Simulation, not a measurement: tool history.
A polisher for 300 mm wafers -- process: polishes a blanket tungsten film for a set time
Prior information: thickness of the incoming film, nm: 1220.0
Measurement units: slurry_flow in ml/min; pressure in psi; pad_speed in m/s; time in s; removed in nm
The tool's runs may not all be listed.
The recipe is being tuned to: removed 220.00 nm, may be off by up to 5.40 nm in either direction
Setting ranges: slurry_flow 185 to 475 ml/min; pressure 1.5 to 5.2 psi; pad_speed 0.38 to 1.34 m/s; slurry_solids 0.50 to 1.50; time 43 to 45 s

run 1 hour=0.0 | slurry_flow=305 pressure=3.3 pad_speed=0.86 slurry_solids=1.00 time=43 | removed=172.86
run 2 hour=8.1 | slurry_flow=305 pressure=3.3 pad_speed=0.86 slurry_solids=0.95 time=43 | removed=169.20
run 3 hour=9.1 | slurry_flow=305 pressure=3.3 pad_speed=0.86 slurry_solids=0.95 time=45 | removed=179.07
run 4 hour=13.4 | slurry_flow=305 pressure=3.4 pad_speed=0.86 slurry_solids=0.95 time=45 | removed=184.87
run 5 hour=22.0 | slurry_flow=375 pressure=3.4 pad_speed=0.86 slurry_solids=0.95 time=45 | removed=187.01
run 6 hour=29.7 | slurry_flow=375 pressure=3.5 pad_speed=0.86 slurry_solids=0.95 time=45 | removed=191.07
run 7 hour=36.0 | slurry_flow=375 pressure=3.6 pad_speed=0.86 slurry_solids=0.95 time=45 | removed=196.51
run 8 hour=36.5 | slurry_flow=375 pressure=3.7 pad_speed=0.86 slurry_solids=0.95 time=45 | removed=204.71
run 9 hour=44.5 | slurry_flow=375 pressure=3.8 pad_speed=0.86 slurry_solids=0.95 time=45 | removed=207.59
run 10 hour=46.4 | slurry_flow=375 pressure=3.8 pad_speed=0.86 slurry_solids=0.95 time=45 | removed=207.83
run 11 hour=51.9 | slurry_flow=375 pressure=3.9 pad_speed=0.86 slurry_solids=0.95 time=45 | removed=213.66
run 12 hour=59.7 | slurry_flow=375 pressure=3.9 pad_speed=0.86 slurry_solids=0.95 time=45 | removed=214.30

Consider the 4 candidate settings below. Which is the only one whose results all fall within their allowed miss of target?
run A hour=67.5 | slurry_flow=370 pressure=3.9 pad_speed=0.82 slurry_solids=0.95 time=45 | removed=?
run B hour=67.5 | slurry_flow=310 pressure=4.0 pad_speed=0.82 slurry_solids=0.95 time=45 | removed=?
run C hour=67.5 | slurry_flow=375 pressure=4.1 pad_speed=0.84 slurry_solids=0.95 time=43 | removed=?
run D hour=67.5 | slurry_flow=410 pressure=3.9 pad_speed=0.88 slurry_solids=0.95 time=45 | removed=?

move=A removed=206.04
move=B removed=208.36
move=C removed=211.26
move=D removed=220.54
A: misses by more than the last run did
B: misses by more than the last run did
C: misses by more than the last run did
D: meets every target
The move that meets every target is D.

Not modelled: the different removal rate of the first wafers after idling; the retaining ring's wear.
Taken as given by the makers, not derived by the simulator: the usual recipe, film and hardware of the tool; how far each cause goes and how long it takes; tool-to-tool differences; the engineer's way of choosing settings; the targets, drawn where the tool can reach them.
